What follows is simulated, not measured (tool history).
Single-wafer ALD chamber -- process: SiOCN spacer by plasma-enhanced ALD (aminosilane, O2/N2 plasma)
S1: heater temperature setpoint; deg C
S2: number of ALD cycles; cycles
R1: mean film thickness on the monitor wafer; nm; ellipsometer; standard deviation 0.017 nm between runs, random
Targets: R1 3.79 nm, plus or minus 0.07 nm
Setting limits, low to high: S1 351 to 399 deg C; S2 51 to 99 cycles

run 1 hour=0 | S1=375 S2=75 | R1=4.2204
run 2 hour=8.5 | S1=369 S2=75 | R1=4.2803
run 3 hour=15.8 | S1=369 S2=71 | R1=4.0644
run 4 hour=17.9 | S1=363 S2=71 | R1=4.0142
run 5 hour=21 | S1=363 S2=70 | R1=3.9366
run 6 hour=26.6 | S1=357 S2=70 | R1=3.961
run 7 hour=31.2 | S1=357 S2=69 | R1=3.8973
run 8 hour=35.9 | S1=357 S2=69 | R1=3.8955

Of the 4 settings listed for the next run, only one would bring every result within its allowed miss of target. Which one?
run A hour=40.6 | S1=364 S2=73 | R1=?
run B hour=40.6 | S1=351 S2=71 | R1=?
run C hour=40.6 | S1=361 S2=67 | R1=?
run D hour=40.6 | S1=353 S2=69 | R1=?

move=A R1=4.1519
move=B R1=4.0382
move=C R1=3.8107
move=D R1=3.9244
A: lands further from the targets than the last run did
B: lands further from the targets than the last run did
C: each result inside its tolerance
D: lands further from the targets than the last run did
The right move is C.
